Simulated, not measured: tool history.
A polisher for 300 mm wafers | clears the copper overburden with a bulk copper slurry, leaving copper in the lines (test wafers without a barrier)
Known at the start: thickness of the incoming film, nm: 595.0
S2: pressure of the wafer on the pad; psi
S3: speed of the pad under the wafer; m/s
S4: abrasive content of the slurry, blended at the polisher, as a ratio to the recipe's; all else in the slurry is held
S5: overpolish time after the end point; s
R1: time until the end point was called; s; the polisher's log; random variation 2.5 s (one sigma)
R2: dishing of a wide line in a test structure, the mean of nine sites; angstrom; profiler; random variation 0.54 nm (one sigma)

Run 1, hour 0.0: flow of slurry (ml/min) 255, S2 1.8 psi, S3 1.04 m/s, S4 1.0, S5 12 s. Result: R1 97.497 s, R2 400.63 angstrom.
Run 2, hour 9.0: flow of slurry (ml/min) 255, S2 1.6 psi, S3 0.98 m/s, S4 1.0, S5 12 s. Result: R1 109.920 s, R2 356.80 angstrom.
Run 3, hour 15.9: flow of slurry (ml/min) 255, S2 1.6 psi, S3 0.98 m/s, S4 1.0, S5 10 s. Result: R1 109.380 s, R2 326.08 angstrom.
Run 4, hour 22.2: flow of slurry (ml/min) 255, S2 1.6 psi, S3 0.98 m/s, S4 1.2, S5 10 s. Result: R1 107.490 s, R2 319.04 angstrom.
Run 5, hour 25.7: flow of slurry (ml/min) 255, S2 1.6 psi, S3 1.16 m/s, S4 1.2, S5 10 s. Result: R1 91.729 s, R2 372.98 angstrom.
Run 6, hour 30.0: flow of slurry (ml/min) 255, S2 1.6 psi, S3 1.16 m/s, S4 1.2, S5 15 s. Result: R1 90.087 s, R2 450.46 angstrom.

Run 7 comes next. What will it give?
Run 7, hour 31.6: flow of slurry (ml/min) 250, S2 1.4 psi, S3 1.02 m/s, S4 1.2, S5 15 s. Result: R1 ?, R2 ?.

Run 7 gave R1 109.300 s, R2 414.56 angstrom.

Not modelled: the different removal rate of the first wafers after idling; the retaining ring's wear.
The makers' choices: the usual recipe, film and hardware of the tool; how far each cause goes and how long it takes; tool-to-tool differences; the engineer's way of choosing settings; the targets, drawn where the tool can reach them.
